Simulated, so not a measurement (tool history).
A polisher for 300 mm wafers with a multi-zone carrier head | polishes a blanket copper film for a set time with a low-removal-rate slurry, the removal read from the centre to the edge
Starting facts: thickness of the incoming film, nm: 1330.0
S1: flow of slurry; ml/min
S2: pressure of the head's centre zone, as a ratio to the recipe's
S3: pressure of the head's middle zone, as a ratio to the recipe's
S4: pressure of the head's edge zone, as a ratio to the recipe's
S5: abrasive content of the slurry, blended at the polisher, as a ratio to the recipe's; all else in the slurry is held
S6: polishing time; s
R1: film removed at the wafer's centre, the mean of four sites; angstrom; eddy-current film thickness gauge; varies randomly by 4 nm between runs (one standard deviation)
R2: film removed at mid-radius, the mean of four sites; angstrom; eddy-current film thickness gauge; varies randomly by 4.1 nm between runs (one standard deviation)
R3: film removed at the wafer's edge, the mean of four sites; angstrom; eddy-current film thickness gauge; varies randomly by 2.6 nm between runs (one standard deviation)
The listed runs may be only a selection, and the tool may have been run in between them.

run  hour   S1    S2    S3    S4    S5  S6      R1      R2      R3
  1   0.0  145  1.00  1.00  1.00  1.00  70  1978.3  2098.9  2114.5
  2   8.9  150  1.02  1.00  1.02  1.05  71  2051.4  2146.2  2214.1
  3  11.9  155  1.04  1.01  1.02  1.10  72  2178.9  2245.3  2262.9
  4  19.7  155  1.04  1.07  1.02  1.10  72  2170.7  2353.3  2232.5
  5  28.7  155  1.01  1.07  1.02  1.10  72  2083.1  2351.5  2284.5
  6  34.4  160  1.03  1.07  1.04  1.15  73  2278.3  2421.7  2353.9
  7  35.2  165  1.03  1.07  1.06  1.20  74  2280.2  2478.2  2403.6
  8  39.8  165  1.04  1.06  1.07  1.25  76  2402.7  2486.0  2536.8
  9  41.0  165  1.04  1.06  1.07  1.25  76  2454.7  2606.6  2540.4
 10  46.8  170  1.05  1.05  1.08  1.30  76  2474.3  2619.7  2577.9
 11  53.6  170  1.06  1.04  1.09  1.35  77  2537.0  2562.9  2634.8
 12  54.4  170  1.06  1.04  1.09  1.35  77  2548.9  2588.0  2640.9
 13  63.0  175  1.07  1.04  1.10  1.35  77  2469.8  2655.4  2668.6
 14  71.1  170  1.07  1.04  1.09  1.35  78  2560.8  2624.6  2717.8
 15  78.5  170  1.07  1.04  1.09  1.35  78  2515.7  2639.5  2626.1
 16  79.8  175  1.09  1.02  1.09  1.35  80  2694.4  2689.8  2770.3
 17  84.0  180  1.10  1.02  1.09  1.35  80  2664.9  2650.9  2809.8

What will run 18 give?
 18  89.6  185  1.19  1.07  1.04  1.50  82   ?   ?   ?

R1: 3081.1 angstrom
R2: 2959.4 angstrom
R3: 2886.2 angstrom

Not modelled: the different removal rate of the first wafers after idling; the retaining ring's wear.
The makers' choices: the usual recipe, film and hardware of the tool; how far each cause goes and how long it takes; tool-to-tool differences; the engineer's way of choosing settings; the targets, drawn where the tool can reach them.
